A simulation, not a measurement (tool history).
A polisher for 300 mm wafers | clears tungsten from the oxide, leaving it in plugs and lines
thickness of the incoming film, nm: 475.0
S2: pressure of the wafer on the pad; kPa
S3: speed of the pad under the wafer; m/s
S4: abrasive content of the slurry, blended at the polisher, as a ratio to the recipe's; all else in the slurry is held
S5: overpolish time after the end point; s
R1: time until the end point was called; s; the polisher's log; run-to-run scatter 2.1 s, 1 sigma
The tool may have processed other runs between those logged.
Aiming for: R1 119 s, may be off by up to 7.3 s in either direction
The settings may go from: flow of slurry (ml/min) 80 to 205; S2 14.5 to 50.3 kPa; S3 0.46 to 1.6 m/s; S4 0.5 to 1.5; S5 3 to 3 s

run 1 hour=0 | flow_of_slurry_(ml/min)=135 S2=32.4 S3=1.02 S4=1 S5=3 | R1=74.655
run 2 hour=5 | flow_of_slurry_(ml/min)=135 S2=35.9 S3=1.02 S4=1 S5=3 | R1=68.642
run 3 hour=10.4 | flow_of_slurry_(ml/min)=135 S2=33.8 S3=1.02 S4=1 S5=3 | R1=71.209
run 4 hour=16 | flow_of_slurry_(ml/min)=135 S2=32.4 S3=1.02 S4=1 S5=3 | R1=75.902
run 5 hour=19.9 | flow_of_slurry_(ml/min)=135 S2=29 S3=1.02 S4=1 S5=3 | R1=85.964
run 6 hour=22.7 | flow_of_slurry_(ml/min)=135 S2=29 S3=1.02 S4=0.85 S5=3 | R1=87.404
run 7 hour=27.6 | flow_of_slurry_(ml/min)=135 S2=28.3 S3=1.02 S4=0.85 S5=3 | R1=92.812
-- hour=33.9 slurry tank refilled with fresh slurry and peroxide
run 8 hour=33.9 | flow_of_slurry_(ml/min)=135 S2=27.6 S3=1.02 S4=0.85 S5=3 | R1=80.882

Which single option among these 5 for the next run brings every result within its allowed miss of target? Just one does.
run A hour=40.2 | flow_of_slurry_(ml/min)=90 S2=26.2 S3=0.72 S4=0.95 S5=3 | R1=?
run B hour=40.2 | flow_of_slurry_(ml/min)=130 S2=29.6 S3=1.52 S4=0.5 S5=3 | R1=?
run C hour=40.2 | flow_of_slurry_(ml/min)=120 S2=33.1 S3=0.66 S4=0.8 S5=3 | R1=?
run D hour=40.2 | flow_of_slurry_(ml/min)=155 S2=40 S3=1.16 S4=0.7 S5=3 | R1=?
run E hour=40.2 | flow_of_slurry_(ml/min)=145 S2=17.2 S3=0.84 S4=0.9 S5=3 | R1=?

move=A R1=118.43
move=B R1=60.153
move=C R1=98.422
move=D R1=49.804
move=E R1=139.38
A: all results land within tolerance of their targets
B: the biggest miss grows against the last run
C: closes in on the targets versus the last run, not all within tolerance yet
D: the biggest miss grows against the last run
E: takes the biggest miss from the last run beyond its target
The right move is A.

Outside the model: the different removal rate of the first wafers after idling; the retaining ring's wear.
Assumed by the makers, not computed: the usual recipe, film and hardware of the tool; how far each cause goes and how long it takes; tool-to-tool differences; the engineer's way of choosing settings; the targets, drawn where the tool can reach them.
